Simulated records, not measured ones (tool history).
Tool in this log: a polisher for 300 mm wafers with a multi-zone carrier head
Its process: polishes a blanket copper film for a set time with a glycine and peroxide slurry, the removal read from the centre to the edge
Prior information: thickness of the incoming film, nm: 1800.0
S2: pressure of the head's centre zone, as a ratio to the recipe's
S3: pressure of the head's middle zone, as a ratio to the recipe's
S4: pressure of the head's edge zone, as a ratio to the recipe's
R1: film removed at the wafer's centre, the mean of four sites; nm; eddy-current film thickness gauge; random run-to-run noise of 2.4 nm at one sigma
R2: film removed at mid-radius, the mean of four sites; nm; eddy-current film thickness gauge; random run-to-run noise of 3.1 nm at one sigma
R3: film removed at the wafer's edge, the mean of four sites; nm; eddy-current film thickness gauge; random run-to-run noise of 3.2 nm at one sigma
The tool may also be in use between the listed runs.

{"run": 1, "day": 0.0, "flow of slurry (ml/min)": 265, "S2": 1.0, "S3": 1.0, "S4": 1.0, "polishing time (s)": 52, "R1": 206.75, "R2": 208.96, "R3": 208.7}
{"run": 2, "day": 0.083, "flow of slurry (ml/min)": 265, "S2": 1.0, "S3": 0.96, "S4": 1.0, "polishing time (s)": 52, "R1": 209.26, "R2": 198.2, "R3": 208.63}
{"run": 3, "day": 0.129, "flow of slurry (ml/min)": 270, "S2": 1.03, "S3": 0.99, "S4": 1.02, "polishing time (s)": 53, "R1": 217.71, "R2": 209.74, "R3": 214.1}
{"run": 4, "day": 0.183, "flow of slurry (ml/min)": 270, "S2": 1.08, "S3": 0.99, "S4": 1.02, "polishing time (s)": 53, "R1": 225.57, "R2": 210.93, "R3": 220.78}
{"run": 5, "day": 0.483, "flow of slurry (ml/min)": 270, "S2": 1.08, "S3": 0.99, "S4": 1.02, "polishing time (s)": 49, "R1": 207.76, "R2": 196.58, "R3": 196.43}
{"run": 6, "day": 0.529, "flow of slurry (ml/min)": 280, "S2": 1.1, "S3": 1.01, "S4": 1.02, "polishing time (s)": 51, "R1": 223.74, "R2": 203.22, "R3": 203.79}
{"run": 7, "day": 0.642, "flow of slurry (ml/min)": 270, "S2": 1.1, "S3": 1.04, "S4": 1.02, "polishing time (s)": 53, "R1": 233.44, "R2": 218.8, "R3": 213.34}

For run 8, what comes out?
{"run": 8, "day": 0.904, "flow of slurry (ml/min)": 265, "S2": 1.1, "S3": 1.06, "S4": 1.03, "polishing time (s)": 54, "R1": "?", "R2": "?", "R3": "?"}

R1: 237.06 nm
R2: 225.41 nm
R3: 214.52 nm
